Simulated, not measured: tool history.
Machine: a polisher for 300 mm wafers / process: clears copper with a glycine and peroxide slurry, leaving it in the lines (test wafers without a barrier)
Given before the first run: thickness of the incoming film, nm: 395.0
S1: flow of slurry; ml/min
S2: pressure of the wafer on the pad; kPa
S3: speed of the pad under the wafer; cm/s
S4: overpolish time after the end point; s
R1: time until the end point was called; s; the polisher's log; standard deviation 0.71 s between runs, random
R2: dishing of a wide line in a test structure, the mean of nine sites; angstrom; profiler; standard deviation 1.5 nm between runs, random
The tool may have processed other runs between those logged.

run,day,S1,S2,S3,S4,R1,R2
1,0.000,125,14.5,104,23,76.338,616.08
2,0.358,125,14.5,90,23,85.494,576.68
3,0.667,125,12.4,90,23,92.259,536.07
4,0.854,125,12.4,106,23,82.906,561.34
5,1.083,125,12.4,126,23,73.754,625.67
6,1.354,125,12.4,126,17,73.626,490.64
7,1.483,125,13.1,126,18,71.415,536.92
8,1.821,125,13.1,126,19,72.384,548.31

The next listed run, before its measurement:
9,1.971,125,13.1,126,20,?,?

{"run 9": {"R1": 71.93, "R2": 589.65}}

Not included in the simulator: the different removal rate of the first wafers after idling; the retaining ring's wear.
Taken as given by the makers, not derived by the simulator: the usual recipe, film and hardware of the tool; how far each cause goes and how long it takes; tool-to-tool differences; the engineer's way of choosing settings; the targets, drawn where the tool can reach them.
